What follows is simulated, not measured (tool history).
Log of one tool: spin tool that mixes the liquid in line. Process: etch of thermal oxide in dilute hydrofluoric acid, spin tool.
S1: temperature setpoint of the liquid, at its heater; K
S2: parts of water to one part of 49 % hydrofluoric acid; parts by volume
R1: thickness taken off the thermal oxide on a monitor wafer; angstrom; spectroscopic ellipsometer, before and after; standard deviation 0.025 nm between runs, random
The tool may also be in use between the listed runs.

Run 1, hour 0: S1 295.15 K, S2 260 parts by volume, time under the liquid (s) 70. Result: R1 9.6765 angstrom.
Run 2, hour 6.7: S1 296.65 K, S2 240 parts by volume, time under the liquid (s) 70. Result: R1 11.191 angstrom.
Run 3, hour 11.5: S1 296.65 K, S2 315 parts by volume, time under the liquid (s) 70. Result: R1 8.1203 angstrom.
Run 4, hour 18.5: S1 298.15 K, S2 280 parts by volume, time under the liquid (s) 70. Result: R1 9.814 angstrom.
Run 5, hour 25.4: S1 299.15 K, S2 255 parts by volume, time under the liquid (s) 70. Result: R1 11.39 angstrom.
Run 6, hour 27.6: S1 299.15 K, S2 335 parts by volume, time under the liquid (s) 70. Result: R1 8.0183 angstrom.

Expected results for the next run?
Run 7, hour 36.2: S1 303.15 K, S2 230 parts by volume, time under the liquid (s) 70. Result: R1 ?.

{"run 7": {"R1": 15.155}}

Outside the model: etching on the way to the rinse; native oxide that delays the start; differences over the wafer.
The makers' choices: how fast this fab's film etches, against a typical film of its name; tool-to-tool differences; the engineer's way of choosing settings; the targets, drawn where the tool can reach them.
